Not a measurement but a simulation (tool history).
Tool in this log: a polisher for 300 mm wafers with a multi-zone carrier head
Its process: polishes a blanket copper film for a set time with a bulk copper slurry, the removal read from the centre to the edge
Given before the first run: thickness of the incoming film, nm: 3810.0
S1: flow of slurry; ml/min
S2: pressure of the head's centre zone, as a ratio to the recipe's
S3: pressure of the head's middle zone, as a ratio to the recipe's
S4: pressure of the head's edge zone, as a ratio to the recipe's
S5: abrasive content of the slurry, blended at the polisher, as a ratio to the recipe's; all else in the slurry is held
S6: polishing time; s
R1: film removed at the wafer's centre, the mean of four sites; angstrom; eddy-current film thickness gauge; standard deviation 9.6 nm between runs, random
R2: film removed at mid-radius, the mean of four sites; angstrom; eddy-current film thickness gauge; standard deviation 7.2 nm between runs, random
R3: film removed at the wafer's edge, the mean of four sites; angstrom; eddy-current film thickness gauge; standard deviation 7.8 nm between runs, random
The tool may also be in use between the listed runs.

{"run": 1, "day": 0.0, "S1": 165, "S2": 1.0, "S3": 1.0, "S4": 1.0, "S5": 1.0, "S6": 56, "R1": 7105.1, "R2": 7275.1, "R3": 7188.6}
{"run": 2, "day": 0.296, "S1": 175, "S2": 0.98, "S3": 0.99, "S4": 1.04, "S5": 1.1, "S6": 57, "R1": 7049.8, "R2": 7612.7, "R3": 7608.7}
{"run": 3, "day": 0.529, "S1": 180, "S2": 0.98, "S3": 0.97, "S4": 1.07, "S5": 1.2, "S6": 58, "R1": 7511.8, "R2": 7782.3, "R3": 8113.5}
{"run": 4, "day": 0.875, "S1": 185, "S2": 0.96, "S3": 0.96, "S4": 1.1, "S5": 1.25, "S6": 58, "R1": 7481.7, "R2": 7866.4, "R3": 8310.9}
{"run": 5, "day": 1.183, "S1": 185, "S2": 0.96, "S3": 0.96, "S4": 1.1, "S5": 1.25, "S6": 64, "R1": 8532.2, "R2": 8672.8, "R3": 9169.8}
{"run": 6, "day": 1.479, "S1": 185, "S2": 1.02, "S3": 0.96, "S4": 1.1, "S5": 1.25, "S6": 64, "R1": 8927.1, "R2": 8553.8, "R3": 9175.3}
{"run": 7, "day": 1.571, "S1": 180, "S2": 0.99, "S3": 0.95, "S4": 1.12, "S5": 1.25, "S6": 64, "R1": 8666.4, "R2": 8655.9, "R3": 9289.7}

Expected results for the next run?
{"run": 8, "day": 1.667, "S1": 175, "S2": 0.97, "S3": 0.94, "S4": 1.14, "S5": 1.25, "S6": 64, "R1": "?", "R2": "?", "R3": "?"}

Run 8 came out at R1 8312.8 angstrom, R2 8490.1 angstrom, R3 9264.8 angstrom.

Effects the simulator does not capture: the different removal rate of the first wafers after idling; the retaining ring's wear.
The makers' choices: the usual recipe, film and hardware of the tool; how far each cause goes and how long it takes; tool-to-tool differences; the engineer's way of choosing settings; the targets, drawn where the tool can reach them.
